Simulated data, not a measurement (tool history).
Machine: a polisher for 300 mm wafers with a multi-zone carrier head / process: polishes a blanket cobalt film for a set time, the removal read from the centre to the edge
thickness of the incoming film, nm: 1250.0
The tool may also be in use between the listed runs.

run    day  flow of slurry (ml/min)  pressure of the head's centre zone  pressure of the head's middle zone  pressure of the head's edge zone  polishing time (s)  film removed at the wafer's centre (angstrom)  film removed at mid-radius (angstrom)  film removed at the wafer's edge (angstrom)
  1  0.000                      300                                1.00                                1.00                              1.00                  87                                         2194.3                                 2231.8                                       2314.0
  2  0.096                      300                                1.00                                0.93                              1.00                  87                                         2189.4                                 2138.2                                       2276.9
  3  0.346                      295                                0.97                                0.92                              0.97                  82                                         1972.2                                 1985.4                                       2146.4
  4  0.679                      255                                0.97                                0.92                              0.97                  82                                         1977.4                                 1947.9                                       2074.2
  5  0.817                      250                                0.95                                0.92                              0.95                  78                                         1818.8                                 1849.9                                       1993.7
  6  0.908                      250                                0.95                                0.98                              0.95                  78                                         1815.3                                 1931.2                                       1994.4
  7  1.271                      240                                0.94                                0.98                              0.93                  75                                         1726.1                                 1834.5                                       1881.0
  8  1.292                      235                                0.93                                0.98                              0.91                  73                                         1637.7                                 1799.5                                       1793.8
  9  1.521                      230                                0.92                                0.97                              0.90                  71                                         1606.2                                 1731.9                                       1742.4
 10  1.562                      230                                0.90                                0.96                              0.89                  69                                         1530.3                                 1680.0                                       1684.3
     1.654  -- edge zone pressure recalibrated
 11  1.654                      230                                0.90                                0.96                              0.89                  69                                         1546.9                                 1686.1                                       1618.8
 12  1.717                      220                                0.89                                0.96                              0.91                  68                                         1481.3                                 1655.7                                       1590.6
 13  1.800                      215                                0.88                                0.95                              0.89                  67                                         1449.3                                 1611.2                                       1552.8
 14  1.883                      215                                0.88                                0.95                              0.89                  67                                         1420.7                                 1602.5                                       1547.5
 15  2.046                      210                                0.87                                0.94                              0.91                  67                                         1412.5                                 1570.5                                       1523.8

What will run 16 give?
 16  2.112                      210                                0.86                                0.94                              0.95                  67                                              ?                                      ?                                            ?

Run 16 produced film removed at the wafer's centre (angstrom) 1360.8, film removed at mid-radius (angstrom) 1564.7, film removed at the wafer's edge (angstrom) 1563.5.
